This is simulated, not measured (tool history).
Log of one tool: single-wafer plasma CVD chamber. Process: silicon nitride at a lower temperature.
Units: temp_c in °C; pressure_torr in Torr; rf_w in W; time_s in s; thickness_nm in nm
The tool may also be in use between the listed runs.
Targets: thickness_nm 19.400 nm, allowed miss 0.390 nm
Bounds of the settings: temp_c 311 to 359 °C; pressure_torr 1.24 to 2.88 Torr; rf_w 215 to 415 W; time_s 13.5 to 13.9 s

run 1 day=0.000 | temp_c=335 pressure_torr=2.06 rf_w=315 time_s=13.5 | thickness_nm=17.165
run 2 day=0.133 | temp_c=335 pressure_torr=2.06 rf_w=315 time_s=13.9 | thickness_nm=17.621
run 3 day=0.354 | temp_c=335 pressure_torr=2.25 rf_w=315 time_s=13.9 | thickness_nm=18.273
run 4 day=0.421 | temp_c=335 pressure_torr=2.31 rf_w=315 time_s=13.9 | thickness_nm=18.336
run 5 day=0.729 | temp_c=335 pressure_torr=2.37 rf_w=315 time_s=13.9 | thickness_nm=18.611
run 6 day=1.100 | temp_c=329 pressure_torr=2.37 rf_w=315 time_s=13.9 | thickness_nm=18.715
run 7 day=1.367 | temp_c=329 pressure_torr=2.41 rf_w=315 time_s=13.9 | thickness_nm=18.641
run 8 day=1.421 | temp_c=329 pressure_torr=2.45 rf_w=315 time_s=13.9 | thickness_nm=18.875
run 9 day=1.633 | temp_c=329 pressure_torr=2.48 rf_w=315 time_s=13.9 | thickness_nm=18.917
run 10 day=1.962 | temp_c=329 pressure_torr=2.51 rf_w=315 time_s=13.9 | thickness_nm=18.826
run 11 day=2.275 | temp_c=329 pressure_torr=2.54 rf_w=315 time_s=13.9 | thickness_nm=18.954

Which of these 5 next moves meets every target?
run A day=2.588 | temp_c=327 pressure_torr=2.79 rf_w=295 time_s=13.9 | thickness_nm=?
run B day=2.588 | temp_c=329 pressure_torr=2.35 rf_w=315 time_s=13.9 | thickness_nm=?
run C day=2.588 | temp_c=326 pressure_torr=2.64 rf_w=300 time_s=13.5 | thickness_nm=?
run D day=2.588 | temp_c=331 pressure_torr=2.86 rf_w=310 time_s=13.9 | thickness_nm=?
run E day=2.588 | temp_c=329 pressure_torr=2.46 rf_w=310 time_s=13.9 | thickness_nm=?

move=A thickness_nm=18.458
move=B thickness_nm=18.585
move=C thickness_nm=17.931
move=D thickness_nm=19.300
move=E thickness_nm=18.581
A: further off than the last run
B: further off than the last run
C: further off than the last run
D: meets every target
E: further off than the last run
Move D is the one to make.
